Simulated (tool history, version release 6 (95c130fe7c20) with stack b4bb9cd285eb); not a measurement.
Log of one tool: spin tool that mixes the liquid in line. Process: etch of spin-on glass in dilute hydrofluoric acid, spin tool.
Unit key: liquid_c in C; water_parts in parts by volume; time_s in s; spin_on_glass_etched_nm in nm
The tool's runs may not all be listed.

run  hour  liquid_c  water_parts  time_s  spin_on_glass_etched_nm
  1   0.0      22.0          155      15                   5.1776
  2   1.6      22.0          120      15                   6.9161
  3   8.8      25.0          120      15                   7.9475
  4  15.7      25.0          120      15                   7.9009
  5  20.0      26.0          100      15                  10.0150
  6  23.0      27.0           85      15                  12.3830
  7  31.3      27.5           75      15                  14.8350
  8  34.7      28.0           70      15                  15.9920
  9  35.7      30.0           50      15                  24.9200
 10  43.9      29.5           50      15                  24.6640
 11  47.8      29.0           50      15                  24.0710
 12  49.8      28.5           50      15                  23.5600
 13  58.3      27.5           50      15                  22.5840
 14  63.7      26.5           50      15                  21.7610

Run 15 has not been measured yet. What should we expect?
 15  72.6      26.0           50      15                        ?

spin_on_glass_etched_nm: 21.4700 nm
